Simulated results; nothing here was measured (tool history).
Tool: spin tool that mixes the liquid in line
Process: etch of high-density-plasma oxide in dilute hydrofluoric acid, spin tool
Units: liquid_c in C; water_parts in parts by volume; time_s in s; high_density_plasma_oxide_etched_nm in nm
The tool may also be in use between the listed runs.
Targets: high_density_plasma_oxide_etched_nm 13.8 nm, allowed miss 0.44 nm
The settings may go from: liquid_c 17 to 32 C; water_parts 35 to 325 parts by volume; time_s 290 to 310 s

run,hour,liquid_c,water_parts,time_s,high_density_plasma_oxide_etched_nm
1,0,24,180,290,9.7011
2,6.8,25,180,290,10.04
3,10.1,25,180,290,9.9224
4,15.5,26,175,290,10.865
5,21.8,26,210,290,8.67
6,29.3,26,210,310,9.1581
7,32.5,27,205,310,9.8787
8,33.6,27.5,200,310,10.316
9,37,28,195,310,10.639
10,41.1,28.5,190,310,11.323
11,46.3,29,185,310,11.998

Which of these 5 next moves meets every target?
A,51.5,24,135,310,?
B,51.5,28.5,145,310,?
C,51.5,29,155,305,?
D,51.5,31,175,310,?
E,51.5,28.5,195,310,?

move,high_density_plasma_oxide_etched_nm
A,14.699
B,15.978
C,14.771
D,13.881
E,11.125
A: takes the result that was furthest off past its target
B: takes the result that was furthest off past its target
C: takes the result that was furthest off past its target
D: meets every target
E: further off than the last run
The right move is D.
